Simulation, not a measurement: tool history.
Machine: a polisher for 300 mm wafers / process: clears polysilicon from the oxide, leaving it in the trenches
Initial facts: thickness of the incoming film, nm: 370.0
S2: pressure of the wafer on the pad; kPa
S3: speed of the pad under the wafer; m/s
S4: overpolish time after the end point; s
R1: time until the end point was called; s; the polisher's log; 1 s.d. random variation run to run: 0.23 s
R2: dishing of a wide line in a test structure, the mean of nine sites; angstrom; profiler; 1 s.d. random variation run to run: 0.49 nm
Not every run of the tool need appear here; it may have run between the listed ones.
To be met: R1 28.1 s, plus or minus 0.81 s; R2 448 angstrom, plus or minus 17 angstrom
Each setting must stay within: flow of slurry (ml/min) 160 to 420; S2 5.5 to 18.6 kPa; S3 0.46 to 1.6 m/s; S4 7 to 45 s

run 1 day=0 | flow_of_slurry_(ml/min)=270 S2=11.7 S3=1.02 S4=23 | R1=45.859 R2=503.65
run 2 day=0.371 | flow_of_slurry_(ml/min)=275 S2=13.1 S3=1.02 S4=18 | R1=41.053 R2=503.92
run 3 day=0.479 | flow_of_slurry_(ml/min)=240 S2=13.8 S3=1.06 S4=15 | R1=38.126 R2=494.24
run 4 day=0.592 | flow_of_slurry_(ml/min)=215 S2=14.5 S3=1.08 S4=13 | R1=35.454 R2=483.7
run 5 day=0.779 | flow_of_slurry_(ml/min)=215 S2=14.5 S3=0.94 S4=13 | R1=41.165 R2=458.35
run 6 day=1.133 | flow_of_slurry_(ml/min)=200 S2=15.9 S3=0.96 S4=11 | R1=36.786 R2=453.27
run 7 day=1.421 | flow_of_slurry_(ml/min)=195 S2=16.5 S3=0.98 S4=10 | R1=34.913 R2=444.11
run 8 day=1.758 | flow_of_slurry_(ml/min)=200 S2=17.2 S3=1 S4=10 | R1=32.811 R2=450.74
run 9 day=1.85 | flow_of_slurry_(ml/min)=200 S2=17.9 S3=1.02 S4=9 | R1=30.966 R2=450.11
run 10 day=2.012 | flow_of_slurry_(ml/min)=195 S2=17.9 S3=1.04 S4=8 | R1=30.816 R2=424.13
run 11 day=2.133 | flow_of_slurry_(ml/min)=195 S2=17.9 S3=1.06 S4=10 | R1=29.877 R2=472.86
run 12 day=2.158 | flow_of_slurry_(ml/min)=210 S2=17.9 S3=1.06 S4=9 | R1=29.63 R2=469.66
run 13 day=2.204 | flow_of_slurry_(ml/min)=200 S2=17.9 S3=1.06 S4=8 | R1=30.412 R2=439.39
run 14 day=2.267 | flow_of_slurry_(ml/min)=200 S2=17.9 S3=1.08 S4=8 | R1=29.12 R2=438.51
run 15 day=2.467 | flow_of_slurry_(ml/min)=200 S2=17.9 S3=1.08 S4=9 | R1=29.402 R2=458.99
run 16 day=2.675 | flow_of_slurry_(ml/min)=200 S2=17.9 S3=1.08 S4=8 | R1=29.263 R2=448.64

Next run, 4 choices. One meets every target within its allowed miss, the rest don't. Which?
run A day=2.883 | flow_of_slurry_(ml/min)=180 S2=17.2 S3=1.06 S4=9 | R1=? R2=?
run B day=2.883 | flow_of_slurry_(ml/min)=220 S2=18.6 S3=1.08 S4=8 | R1=? R2=?
run C day=2.883 | flow_of_slurry_(ml/min)=230 S2=17.2 S3=1.06 S4=7 | R1=? R2=?
run D day=2.883 | flow_of_slurry_(ml/min)=190 S2=17.2 S3=1.18 S4=10 | R1=? R2=?

move=A R1=31.625 R2=454.33
move=B R1=28.016 R2=454.82
move=C R1=30.599 R2=419.57
move=D R1=28.266 R2=482.39
A: further off than the last run
B: all results land within tolerance of their targets
C: further off than the last run
D: meets the target for the result that was furthest off, but another lies outside its allowed miss
Move B is the one to make.
